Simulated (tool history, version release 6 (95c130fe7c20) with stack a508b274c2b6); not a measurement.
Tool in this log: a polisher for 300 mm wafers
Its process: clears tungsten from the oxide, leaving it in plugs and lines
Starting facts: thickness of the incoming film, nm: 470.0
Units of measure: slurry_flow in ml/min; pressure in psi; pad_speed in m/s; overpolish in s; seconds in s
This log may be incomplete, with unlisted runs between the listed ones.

run	hour	slurry_flow	pressure	pad_speed	slurry_solids	overpolish	seconds
1	0	170	3.6	1.24	1	36	129.97
2	5.2	170	3	1.2	1	36	163.24
3	12.5	170	3	1.2	0.9	36	162.31
4	16.5	170	3	1.44	0.9	36	134.27
5	20.1	170	3	1.44	1.05	36	130.57
6	22.1	170	3	1.44	1.2	36	120.77
7	22.7	170	2.5	1.34	1.2	36	165.43
# hour 30.8: slurry tank refilled with fresh slurry and peroxide
8	30.8	170	2.2	1.34	1.2	36	141.99

Run 9 is up next; what results do you expect?
9	39.6	165	2.1	1.16	1.2	36	?

Run 9 produced seconds 170.31 s.
